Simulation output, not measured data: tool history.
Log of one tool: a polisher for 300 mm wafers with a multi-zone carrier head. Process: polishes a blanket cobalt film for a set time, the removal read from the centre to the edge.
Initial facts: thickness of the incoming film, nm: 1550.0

run,hour,flow of slurry (ml/min),pressure of the head's centre zone,pressure of the head's middle zone,pressure of the head's edge zone,polishing time (s),film removed at the wafer's centre (angstrom),film removed at mid-radius (angstrom),film removed at the wafer's edge (angstrom)
1,0,150,1,1,1,70,2955.2,2828.3,2930.6
2,7.2,145,1.01,0.98,0.98,68,2853.5,2665.1,2795.4
3,14.3,175,1.01,0.98,0.98,68,2947.2,2855.3,2921.9
4,21.2,175,1.01,0.98,0.98,81,3521.9,3382.2,3408.7
5,23.8,165,1.02,0.96,0.96,78,3411.6,3151.7,3260.8
6,27.2,155,1.03,0.95,0.95,75,3274.8,2996.9,3065

Expected results for the next run?
7,34.8,145,1.04,0.93,0.95,72,?,?,?

{"run 7": {"film removed at the wafer's centre (angstrom)": 3098.9, "film removed at mid-radius (angstrom)": 2766.8, "film removed at the wafer's edge (angstrom)": 2922.5}}
